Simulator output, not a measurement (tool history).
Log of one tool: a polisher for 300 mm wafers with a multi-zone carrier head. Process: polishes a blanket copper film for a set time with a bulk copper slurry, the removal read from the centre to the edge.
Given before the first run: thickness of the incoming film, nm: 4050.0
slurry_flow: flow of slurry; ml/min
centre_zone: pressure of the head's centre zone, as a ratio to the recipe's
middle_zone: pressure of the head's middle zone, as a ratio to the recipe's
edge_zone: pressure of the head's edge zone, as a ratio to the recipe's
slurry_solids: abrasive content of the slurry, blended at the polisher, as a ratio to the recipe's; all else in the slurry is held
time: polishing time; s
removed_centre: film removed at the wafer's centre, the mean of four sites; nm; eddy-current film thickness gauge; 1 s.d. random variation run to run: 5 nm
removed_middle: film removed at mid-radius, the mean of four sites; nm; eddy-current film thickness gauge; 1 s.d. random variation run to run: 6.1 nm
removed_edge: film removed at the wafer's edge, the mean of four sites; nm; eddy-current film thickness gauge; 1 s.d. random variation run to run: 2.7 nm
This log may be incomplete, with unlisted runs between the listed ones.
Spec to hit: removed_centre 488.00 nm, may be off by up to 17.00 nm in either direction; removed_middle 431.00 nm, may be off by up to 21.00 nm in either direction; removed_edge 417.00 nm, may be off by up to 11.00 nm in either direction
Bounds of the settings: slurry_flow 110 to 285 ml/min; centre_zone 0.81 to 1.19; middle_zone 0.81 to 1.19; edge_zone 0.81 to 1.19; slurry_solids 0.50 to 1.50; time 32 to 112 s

Run 1, hour 0.0: slurry_flow 180 ml/min, centre_zone 1.00, middle_zone 1.00, edge_zone 1.00, slurry_solids 1.00, time 72 s. Result: removed_centre 403.34 nm, removed_middle 393.67 nm, removed_edge 401.22 nm.
Run 2, hour 4.3: slurry_flow 180 ml/min, centre_zone 1.00, middle_zone 1.00, edge_zone 1.00, slurry_solids 0.90, time 72 s. Result: removed_centre 393.67 nm, removed_middle 392.31 nm, removed_edge 390.30 nm.
Run 3, hour 5.2: slurry_flow 190 ml/min, centre_zone 1.02, middle_zone 1.00, edge_zone 1.00, slurry_solids 0.90, time 72 s. Result: removed_centre 402.25 nm, removed_middle 390.35 nm, removed_edge 390.12 nm.
Run 4, hour 10.7: slurry_flow 190 ml/min, centre_zone 1.02, middle_zone 1.00, edge_zone 1.00, slurry_solids 1.00, time 72 s. Result: removed_centre 417.12 nm, removed_middle 395.01 nm, removed_edge 401.80 nm.
Run 5, hour 16.7: slurry_flow 195 ml/min, centre_zone 1.03, middle_zone 1.01, edge_zone 1.00, slurry_solids 1.00, time 72 s. Result: removed_centre 420.27 nm, removed_middle 404.19 nm, removed_edge 401.56 nm.
Run 6, hour 19.4: slurry_flow 195 ml/min, centre_zone 1.03, middle_zone 1.01, edge_zone 1.00, slurry_solids 1.15, time 72 s. Result: removed_centre 437.03 nm, removed_middle 412.93 nm, removed_edge 414.03 nm.
Run 7, hour 21.1: slurry_flow 200 ml/min, centre_zone 1.04, middle_zone 1.01, edge_zone 1.00, slurry_solids 1.15, time 72 s. Result: removed_centre 442.15 nm, removed_middle 408.56 nm, removed_edge 418.54 nm.
Run 8, hour 27.8: slurry_flow 205 ml/min, centre_zone 1.05, middle_zone 1.02, edge_zone 1.00, slurry_solids 1.15, time 72 s. Result: removed_centre 451.98 nm, removed_middle 422.05 nm, removed_edge 414.55 nm.
Run 9, hour 30.2: slurry_flow 210 ml/min, centre_zone 1.06, middle_zone 1.02, edge_zone 1.00, slurry_solids 1.15, time 72 s. Result: removed_centre 448.16 nm, removed_middle 415.60 nm, removed_edge 419.22 nm.
Run 10, hour 36.0: slurry_flow 210 ml/min, centre_zone 1.07, middle_zone 1.03, edge_zone 1.00, slurry_solids 1.15, time 72 s. Result: removed_centre 454.30 nm, removed_middle 423.54 nm, removed_edge 418.36 nm.
Run 11, hour 37.9: slurry_flow 210 ml/min, centre_zone 1.08, middle_zone 1.03, edge_zone 1.00, slurry_solids 1.15, time 72 s. Result: removed_centre 453.81 nm, removed_middle 425.13 nm, removed_edge 420.87 nm.
Run 12, hour 39.3: slurry_flow 215 ml/min, centre_zone 1.09, middle_zone 1.03, edge_zone 0.99, slurry_solids 1.15, time 72 s. Result: removed_centre 470.04 nm, removed_middle 437.86 nm, removed_edge 419.03 nm.

Consider the 4 candidate settings below. Which is the only one whose results all fall within their allowed miss of target?
Run A, hour 40.7: slurry_flow 220 ml/min, centre_zone 1.15, middle_zone 1.07, edge_zone 0.93, slurry_solids 1.15, time 77 s. Result: removed_centre ?, removed_middle ?, removed_edge ?.
Run B, hour 40.7: slurry_flow 190 ml/min, centre_zone 1.17, middle_zone 1.10, edge_zone 1.03, slurry_solids 1.35, time 68 s. Result: removed_centre ?, removed_middle ?, removed_edge ?.
Run C, hour 40.7: slurry_flow 215 ml/min, centre_zone 1.05, middle_zone 1.13, edge_zone 0.97, slurry_solids 1.15, time 71 s. Result: removed_centre ?, removed_middle ?, removed_edge ?.
Run D, hour 40.7: slurry_flow 210 ml/min, centre_zone 1.16, middle_zone 1.09, edge_zone 1.00, slurry_solids 1.15, time 78 s. Result: removed_centre ?, removed_middle ?, removed_edge ?.

move  removed_centre  removed_middle  removed_edge
   A          532.02          478.96        434.74
   B          486.55          440.40        412.81
   C          446.40          459.36        407.70
   D          540.27          489.19        453.67
A: carries the result that was furthest off beyond its target, to the other side
B: every result within its allowed miss
C: misses by more than the last run did
D: carries the result that was furthest off beyond its target, to the other side
Correct choice: B, which meets every target
